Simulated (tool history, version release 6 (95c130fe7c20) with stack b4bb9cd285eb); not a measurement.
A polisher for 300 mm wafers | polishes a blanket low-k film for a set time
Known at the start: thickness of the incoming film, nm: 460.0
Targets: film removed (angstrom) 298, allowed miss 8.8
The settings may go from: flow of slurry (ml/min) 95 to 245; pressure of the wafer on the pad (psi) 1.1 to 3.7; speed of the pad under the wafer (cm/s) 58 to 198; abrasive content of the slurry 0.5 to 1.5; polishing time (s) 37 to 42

| run | hour | flow of slurry (ml/min) | pressure of the wafer on the pad (psi) | speed of the pad under the wafer (cm/s) | abrasive content of the slurry | polishing time (s) | film removed (angstrom) |
|---|---|---|---|---|---|---|---|
| 1 | 0 | 155 | 2.4 | 128 | 1 | 42 | 223.77 |
| 2 | 2.1 | 155 | 2.4 | 98 | 1 | 42 | 194.95 |
| 3 | 6.6 | 155 | 2.4 | 98 | 1.15 | 42 | 205.61 |
| 4 | 15 | 120 | 2.4 | 98 | 1.15 | 42 | 195.83 |
| 5 | 18 | 120 | 2.4 | 98 | 1.35 | 42 | 205.42 |
| 6 | 26.2 | 125 | 2.5 | 98 | 1.35 | 42 | 213.49 |
| 7 | 34.2 | 130 | 2.6 | 98 | 1.35 | 42 | 220.87 |
| 8 | 39 | 135 | 2.7 | 98 | 1.35 | 42 | 231.79 |
| 9 | 44.2 | 140 | 2.8 | 98 | 1.35 | 42 | 240.12 |
| 10 | 52.8 | 145 | 2.9 | 98 | 1.35 | 42 | 252.35 |
| 11 | 59.4 | 150 | 2.9 | 98 | 1.35 | 42 | 252.78 |

4 next moves are on the table. One of them brings every result within its allowed miss. Which?
| A | 66 | 140 | 3.1 | 118 | 1.5 | 38 | ? |
| B | 66 | 150 | 3.2 | 104 | 1.5 | 39 | ? |
| C | 66 | 130 | 2.9 | 140 | 1.5 | 40 | ? |
| D | 66 | 210 | 3.3 | 100 | 1.5 | 42 | ? |

| move | film removed (angstrom) |
|---|---|
| A | 275.64 |
| B | 275.77 |
| C | 295.88 |
| D | 315.77 |
A: nearer than the last run, and not there yet
B: nearer than the last run, and not there yet
C: meets every target
D: takes the result that was furthest off past its target
The right move is C.

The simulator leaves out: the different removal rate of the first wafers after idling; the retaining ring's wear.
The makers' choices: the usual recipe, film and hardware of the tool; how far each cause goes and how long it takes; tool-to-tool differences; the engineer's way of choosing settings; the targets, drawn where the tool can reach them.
